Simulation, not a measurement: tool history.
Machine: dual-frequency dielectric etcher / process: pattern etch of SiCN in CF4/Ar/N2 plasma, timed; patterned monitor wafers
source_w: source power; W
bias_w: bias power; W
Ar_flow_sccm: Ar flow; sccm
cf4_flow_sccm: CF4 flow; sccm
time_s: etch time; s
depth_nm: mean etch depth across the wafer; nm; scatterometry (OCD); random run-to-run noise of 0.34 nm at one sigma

run,day,source_w,bias_w,Ar_flow_sccm,cf4_flow_sccm,time_s,depth_nm
1,0.000,530,72,114,48,68.5,71.548
2,0.183,530,72,114,48,62.0,64.593
3,0.462,530,72,114,48,62.0,64.806
4,0.796,530,72,114,54,62.0,65.276
5,1.146,560,72,114,54,62.0,68.276
6,1.267,560,72,130,54,62.0,67.161
7,1.388,590,72,130,54,62.0,68.803
8,1.529,620,72,130,54,62.0,71.719
9,1.858,640,72,130,54,62.0,73.694
10,2.204,650,72,130,54,62.0,74.688
11,2.288,660,72,130,54,62.0,75.097

For run 12, what comes out?
12,2.608,670,72,130,54,62.0,?

{"run 12": {"depth_nm": 76.321}}
